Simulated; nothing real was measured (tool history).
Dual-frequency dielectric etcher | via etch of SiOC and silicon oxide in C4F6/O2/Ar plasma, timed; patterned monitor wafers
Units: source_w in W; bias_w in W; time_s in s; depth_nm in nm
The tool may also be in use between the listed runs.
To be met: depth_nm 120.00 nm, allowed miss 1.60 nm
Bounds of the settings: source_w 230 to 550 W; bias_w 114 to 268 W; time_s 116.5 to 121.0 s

{"run": 1, "hour": 0.0, "source_w": 390, "bias_w": 191, "time_s": 116.5, "depth_nm": 139.93}
{"run": 2, "hour": 8.6, "source_w": 350, "bias_w": 189, "time_s": 116.5, "depth_nm": 132.97}
{"run": 3, "hour": 16.2, "source_w": 320, "bias_w": 188, "time_s": 116.5, "depth_nm": 128.05}
{"run": 4, "hour": 20.0, "source_w": 300, "bias_w": 187, "time_s": 116.5, "depth_nm": 125.82}
{"run": 5, "hour": 28.3, "source_w": 330, "bias_w": 187, "time_s": 116.5, "depth_nm": 129.85}
{"run": 6, "hour": 32.7, "source_w": 370, "bias_w": 187, "time_s": 116.5, "depth_nm": 135.08}
{"run": 7, "hour": 41.4, "source_w": 340, "bias_w": 186, "time_s": 116.5, "depth_nm": 132.18}
{"run": 8, "hour": 49.2, "source_w": 310, "bias_w": 184, "time_s": 116.5, "depth_nm": 126.69}
{"run": 9, "hour": 55.0, "source_w": 260, "bias_w": 182, "time_s": 116.5, "depth_nm": 117.77}

Which of these 5 next moves meets every target?
{"run": "A", "hour": 60.8, "source_w": 230, "bias_w": 227, "time_s": 118.0, "depth_nm": "?"}
{"run": "B", "hour": 60.8, "source_w": 230, "bias_w": 184, "time_s": 119.0, "depth_nm": "?"}
{"run": "C", "hour": 60.8, "source_w": 230, "bias_w": 214, "time_s": 116.5, "depth_nm": "?"}
{"run": "D", "hour": 60.8, "source_w": 260, "bias_w": 172, "time_s": 117.0, "depth_nm": "?"}
{"run": "E", "hour": 60.8, "source_w": 240, "bias_w": 188, "time_s": 116.5, "depth_nm": "?"}

move=A depth_nm=125.10
move=B depth_nm=115.56
move=C depth_nm=120.50
move=D depth_nm=115.47
move=E depth_nm=115.91
A: takes the result that was furthest off past its target
B: further off than the last run
C: meets every target
D: further off than the last run
E: further off than the last run
The right move is C.

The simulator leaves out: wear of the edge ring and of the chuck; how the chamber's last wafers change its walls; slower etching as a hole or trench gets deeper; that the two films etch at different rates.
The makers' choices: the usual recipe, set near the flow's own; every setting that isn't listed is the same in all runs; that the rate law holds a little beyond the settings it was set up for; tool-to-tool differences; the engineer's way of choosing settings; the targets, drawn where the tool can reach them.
